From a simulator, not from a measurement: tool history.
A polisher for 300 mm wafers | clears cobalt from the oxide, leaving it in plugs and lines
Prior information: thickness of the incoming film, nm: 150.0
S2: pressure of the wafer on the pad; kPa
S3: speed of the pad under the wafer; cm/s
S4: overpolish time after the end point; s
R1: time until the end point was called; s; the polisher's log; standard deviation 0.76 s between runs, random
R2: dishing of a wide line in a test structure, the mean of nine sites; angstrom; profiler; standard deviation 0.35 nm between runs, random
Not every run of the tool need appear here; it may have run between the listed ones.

{"run": 1, "hour": 0.0, "flow of slurry (ml/min)": 240, "S2": 10.3, "S3": 102, "S4": 25, "R1": 48.971, "R2": 347.52}
{"run": 2, "hour": 3.4, "flow of slurry (ml/min)": 240, "S2": 10.3, "S3": 102, "S4": 23, "R1": 48.722, "R2": 335.34}
{"run": 3, "hour": 7.1, "flow of slurry (ml/min)": 240, "S2": 10.3, "S3": 102, "S4": 29, "R1": 48.972, "R2": 363.92}
{"run": 4, "hour": 8.9, "flow of slurry (ml/min)": 240, "S2": 10.3, "S3": 102, "S4": 34, "R1": 49.601, "R2": 367.52}
{"run": 5, "hour": 13.4, "flow of slurry (ml/min)": 240, "S2": 10.3, "S3": 102, "S4": 41, "R1": 48.886, "R2": 374.8}
{"run": 6, "hour": 22.2, "flow of slurry (ml/min)": 240, "S2": 9.7, "S3": 102, "S4": 41, "R1": 53.415, "R2": 394.29}
{"run": 7, "hour": 29.9, "flow of slurry (ml/min)": 240, "S2": 10.3, "S3": 98, "S4": 35, "R1": 51.146, "R2": 370.15}
{"run": 8, "hour": 37.4, "flow of slurry (ml/min)": 240, "S2": 9.7, "S3": 98, "S4": 23, "R1": 55.882, "R2": 322.69}
{"run": 9, "hour": 44.1, "flow of slurry (ml/min)": 240, "S2": 10.3, "S3": 98, "S4": 11, "R1": 51.446, "R2": 229.44}
{"run": 10, "hour": 49.9, "flow of slurry (ml/min)": 240, "S2": 10.3, "S3": 100, "S4": 13, "R1": 49.184, "R2": 251.15}

Run 11 has not been measured yet. What should we expect?
{"run": 11, "hour": 51.2, "flow of slurry (ml/min)": 240, "S2": 10.3, "S3": 100, "S4": 13, "R1": "?", "R2": "?"}

Logged for run 11: R1 49.972 s, R2 256.76 angstrom.
